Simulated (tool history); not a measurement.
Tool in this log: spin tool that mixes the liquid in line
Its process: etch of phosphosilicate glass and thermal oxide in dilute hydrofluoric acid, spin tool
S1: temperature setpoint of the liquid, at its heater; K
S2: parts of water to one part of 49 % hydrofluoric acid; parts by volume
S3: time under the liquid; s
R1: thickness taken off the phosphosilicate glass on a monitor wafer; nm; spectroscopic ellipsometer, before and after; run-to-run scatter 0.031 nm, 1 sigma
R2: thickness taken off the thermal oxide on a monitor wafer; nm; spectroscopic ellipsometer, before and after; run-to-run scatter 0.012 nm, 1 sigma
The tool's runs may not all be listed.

run  hour      S1   S2  S3      R1       R2
  1     0  293.15  280  30  14.059  0.33253
  2   1.3  292.65  310  30  12.144  0.30893
  3   8.7  295.65  310  30  13.544  0.28892
  4  16.8  295.15  335  30  12.007  0.27999
  5  20.8  295.15  335  35  14.022  0.34144
  6  27.4  295.15  375  35   12.08  0.32749
  7  30.4  295.15  395  35  11.338  0.24628
  8  36.2  294.15  415  35  10.198  0.21724
     42.2  -- thermometer replaced
  9  42.2  293.65  430  35  10.281  0.22033
 10  47.2  293.65  440  35  10.062  0.22471

What will run 11 give?
 11  49.2  293.15  450  35   ?   ?

Run 11 gave R1 9.4586 nm, R2 0.24735 nm.
